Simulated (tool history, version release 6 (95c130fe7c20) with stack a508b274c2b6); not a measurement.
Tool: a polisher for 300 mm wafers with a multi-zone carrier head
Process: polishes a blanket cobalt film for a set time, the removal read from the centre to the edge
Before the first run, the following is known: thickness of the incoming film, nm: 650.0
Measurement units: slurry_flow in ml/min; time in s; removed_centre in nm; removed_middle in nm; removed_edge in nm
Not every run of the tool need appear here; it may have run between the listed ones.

run	hour	slurry_flow	centre_zone	middle_zone	edge_zone	time	removed_centre	removed_middle	removed_edge
1	0	245	1	1	1	34	187.41	191.83	193.87
2	6.6	245	1	1	0.93	34	192.41	196.84	191.83
3	8.7	245	0.94	1	0.93	34	179.78	189.74	191.44
4	12.7	245	0.94	0.97	0.93	34	180.75	190.35	190.57
5	18.5	270	0.94	0.97	0.93	34	181.31	190.85	191.14
6	19.5	225	0.94	0.97	0.93	34	178.98	186.6	187.08
7	24.6	210	0.94	0.94	0.9	30	154.28	160.29	162.13
8	30.8	200	0.97	0.92	0.88	27	143.9	141.59	143.94
9	38.1	195	0.98	0.92	0.86	25	132.03	128.67	133.13
10	45.7	185	1	0.94	0.85	24	126.31	124.67	127.62

Forecast run 11:
11	48.3	185	1.03	0.95	0.84	23	?	?	?

{"run 11": {"removed_centre": 125.44, "removed_middle": 117.54, "removed_edge": 117.22}}
